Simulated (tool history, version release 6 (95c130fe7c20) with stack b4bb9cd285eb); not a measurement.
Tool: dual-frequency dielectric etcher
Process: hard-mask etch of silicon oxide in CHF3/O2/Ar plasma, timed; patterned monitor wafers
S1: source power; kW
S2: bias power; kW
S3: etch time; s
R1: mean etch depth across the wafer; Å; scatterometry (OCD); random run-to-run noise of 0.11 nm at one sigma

Run 1, day 0.000: S1 0.880 kW, S2 0.179 kW, S3 12 s. Result: R1 268.91 Å.
Run 2, day 0.067: S1 0.880 kW, S2 0.179 kW, S3 12 s. Result: R1 270.64 Å.
Run 3, day 0.346: S1 0.790 kW, S2 0.176 kW, S3 12 s. Result: R1 254.10 Å.
Run 4, day 0.550: S1 0.900 kW, S2 0.176 kW, S3 12 s. Result: R1 271.75 Å.
Run 5, day 0.908: S1 0.900 kW, S2 0.197 kW, S3 12 s. Result: R1 283.96 Å.
Run 6, day 1.238: S1 0.780 kW, S2 0.197 kW, S3 12 s. Result: R1 261.19 Å.
Run 7, day 1.438: S1 0.730 kW, S2 0.196 kW, S3 12 s. Result: R1 252.01 Å.

The next listed run, before its measurement:
Run 8, day 1.612: S1 0.730 kW, S2 0.196 kW, S3 12 s. Result: R1 ?.

{"run 8": {"R1": 253.61}}

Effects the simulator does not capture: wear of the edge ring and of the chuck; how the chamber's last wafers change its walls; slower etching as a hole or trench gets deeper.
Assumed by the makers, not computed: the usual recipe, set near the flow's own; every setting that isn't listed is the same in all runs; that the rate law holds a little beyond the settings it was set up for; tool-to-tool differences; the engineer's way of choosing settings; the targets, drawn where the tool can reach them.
